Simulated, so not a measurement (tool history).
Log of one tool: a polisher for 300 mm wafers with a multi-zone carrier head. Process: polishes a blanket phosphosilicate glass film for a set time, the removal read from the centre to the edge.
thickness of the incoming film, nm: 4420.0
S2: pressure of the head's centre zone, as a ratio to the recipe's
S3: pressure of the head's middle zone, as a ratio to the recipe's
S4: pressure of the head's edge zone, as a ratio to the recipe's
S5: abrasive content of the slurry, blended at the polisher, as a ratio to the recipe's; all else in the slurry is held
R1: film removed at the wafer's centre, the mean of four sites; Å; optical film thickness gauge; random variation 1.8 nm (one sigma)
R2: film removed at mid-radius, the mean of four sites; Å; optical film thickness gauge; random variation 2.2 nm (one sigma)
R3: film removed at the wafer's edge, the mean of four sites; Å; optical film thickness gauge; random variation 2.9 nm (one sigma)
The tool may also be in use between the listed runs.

run 1 day=0.000 | flow_of_slurry_(ml/min)=160 S2=1.00 S3=1.00 S4=1.00 S5=1.00 polishing_time_(s)=32 | R1=2732.2 R2=3143.5 R3=3044.9
run 2 day=0.104 | flow_of_slurry_(ml/min)=160 S2=1.00 S3=1.00 S4=1.00 S5=1.15 polishing_time_(s)=32 | R1=2899.9 R2=3248.6 R3=3230.3
run 3 day=0.312 | flow_of_slurry_(ml/min)=160 S2=1.00 S3=1.00 S4=0.94 S5=1.15 polishing_time_(s)=32 | R1=2883.6 R2=3280.0 R3=3150.3
run 4 day=0.429 | flow_of_slurry_(ml/min)=195 S2=1.00 S3=1.00 S4=0.94 S5=1.15 polishing_time_(s)=32 | R1=2976.3 R2=3356.1 R3=3197.8
run 5 day=0.750 | flow_of_slurry_(ml/min)=195 S2=1.00 S3=1.00 S4=0.94 S5=1.15 polishing_time_(s)=26 | R1=2438.3 R2=2772.9 R3=2588.5
run 6 day=0.917 | flow_of_slurry_(ml/min)=200 S2=1.02 S3=1.00 S4=0.96 S5=1.15 polishing_time_(s)=26 | R1=2480.1 R2=2792.1 R3=2697.3
run 7 day=1.083 | flow_of_slurry_(ml/min)=205 S2=1.04 S3=1.00 S4=0.95 S5=1.15 polishing_time_(s)=26 | R1=2524.8 R2=2793.3 R3=2618.0
run 8 day=1.325 | flow_of_slurry_(ml/min)=210 S2=1.06 S3=1.00 S4=0.97 S5=1.15 polishing_time_(s)=26 | R1=2614.9 R2=2777.5 R3=2676.0
run 9 day=1.388 | flow_of_slurry_(ml/min)=215 S2=1.07 S3=1.00 S4=0.98 S5=1.15 polishing_time_(s)=26 | R1=2655.3 R2=2760.0 R3=2707.2
run 10 day=1.621 | flow_of_slurry_(ml/min)=220 S2=1.07 S3=1.01 S4=0.98 S5=1.15 polishing_time_(s)=26 | R1=2644.1 R2=2834.7 R3=2674.4

Forecast run 11:
run 11 day=1.933 | flow_of_slurry_(ml/min)=220 S2=1.08 S3=1.01 S4=0.99 S5=1.15 polishing_time_(s)=26 | R1=? R2=? R3=?

{"run 11": {"R1": 2652.3, "R2": 2787.6, "R3": 2688.0}}
